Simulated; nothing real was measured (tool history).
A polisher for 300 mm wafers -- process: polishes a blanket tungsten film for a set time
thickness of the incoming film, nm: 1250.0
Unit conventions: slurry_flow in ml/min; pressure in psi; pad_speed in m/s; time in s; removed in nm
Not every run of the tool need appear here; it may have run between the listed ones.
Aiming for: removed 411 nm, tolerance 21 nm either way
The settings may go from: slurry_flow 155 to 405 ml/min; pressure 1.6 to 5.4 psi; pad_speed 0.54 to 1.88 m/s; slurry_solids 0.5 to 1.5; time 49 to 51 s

| run | hour | slurry_flow | pressure | pad_speed | slurry_solids | time | removed |
|---|---|---|---|---|---|---|---|
| 1 | 0 | 260 | 3.5 | 1.2 | 1 | 49 | 243.71 |
| 2 | 9 | 260 | 3.5 | 1.2 | 1 | 51 | 243.86 |
| 3 | 13.4 | 260 | 3.5 | 1.4 | 1 | 51 | 266.64 |
| 4 | 18.8 | 260 | 3.8 | 1.42 | 1 | 51 | 294.27 |
| 5 | 23.8 | 260 | 4.1 | 1.44 | 1 | 51 | 323.66 |
| 6 | 32 | 260 | 3.3 | 1.44 | 1 | 51 | 266.41 |
| 7 | 36 | 260 | 3.7 | 1.46 | 1 | 51 | 290.78 |
| 8 | 37.4 | 260 | 4 | 1.48 | 1 | 51 | 318.3 |

Pick the move, out of 5, that brings all results within their allowed miss; only one does.
| A | 38.8 | 255 | 4.1 | 1.58 | 1.05 | 51 | ? |
| B | 38.8 | 235 | 4.4 | 1.76 | 1.1 | 51 | ? |
| C | 38.8 | 180 | 3.1 | 1.34 | 0.75 | 49 | ? |
| D | 38.8 | 200 | 3.6 | 1.26 | 1 | 49 | ? |
| E | 38.8 | 275 | 5.3 | 1.62 | 1.05 | 51 | ? |

| move | removed |
|---|---|
| A | 353.22 |
| B | 410.04 |
| C | 207.99 |
| D | 250.43 |
| E | 464.13 |
A: nearer than the last run, and not there yet
B: each result inside its tolerance
C: lands further from the targets than the last run did
D: lands further from the targets than the last run did
E: pushes the last run's worst result past its target
Answer: B
